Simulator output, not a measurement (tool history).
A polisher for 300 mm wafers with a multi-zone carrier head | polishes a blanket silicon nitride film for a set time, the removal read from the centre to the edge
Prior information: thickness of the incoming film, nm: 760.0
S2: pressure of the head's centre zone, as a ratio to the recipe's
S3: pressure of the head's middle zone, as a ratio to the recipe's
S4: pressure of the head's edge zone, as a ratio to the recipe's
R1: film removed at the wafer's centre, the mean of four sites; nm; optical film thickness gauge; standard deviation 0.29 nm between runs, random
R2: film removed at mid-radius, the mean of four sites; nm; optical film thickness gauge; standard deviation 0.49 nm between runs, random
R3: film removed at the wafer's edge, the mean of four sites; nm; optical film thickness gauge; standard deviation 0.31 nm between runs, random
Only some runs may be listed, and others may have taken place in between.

run 1 day=0 | flow_of_slurry_(ml/min)=170 S2=1 S3=1 S4=1 polishing_time_(s)=36 | R1=46.646 R2=47.052 R3=46.543
run 2 day=0.038 | flow_of_slurry_(ml/min)=170 S2=1 S3=1 S4=1 polishing_time_(s)=42 | R1=54.174 R2=55.086 R3=54.152
run 3 day=0.346 | flow_of_slurry_(ml/min)=165 S2=0.97 S3=1.01 S4=0.99 polishing_time_(s)=40 | R1=49.347 R2=52.218 R3=50.658
run 4 day=0.679 | flow_of_slurry_(ml/min)=165 S2=0.97 S3=0.96 S4=0.99 polishing_time_(s)=40 | R1=49.609 R2=50.552 R3=52.249
run 5 day=0.846 | flow_of_slurry_(ml/min)=160 S2=0.95 S3=0.97 S4=0.98 polishing_time_(s)=39 | R1=47.063 R2=49.535 R3=49.422
run 6 day=0.962 | flow_of_slurry_(ml/min)=155 S2=0.93 S3=0.98 S4=0.99 polishing_time_(s)=38 | R1=44.382 R2=47.881 R3=47.837

The next listed run, before its measurement:
run 7 day=1.067 | flow_of_slurry_(ml/min)=150 S2=0.91 S3=0.99 S4=1 polishing_time_(s)=37 | R1=? R2=? R3=?

Run 7 produced R1 42.703 nm, R2 48.547 nm, R3 47.209 nm.

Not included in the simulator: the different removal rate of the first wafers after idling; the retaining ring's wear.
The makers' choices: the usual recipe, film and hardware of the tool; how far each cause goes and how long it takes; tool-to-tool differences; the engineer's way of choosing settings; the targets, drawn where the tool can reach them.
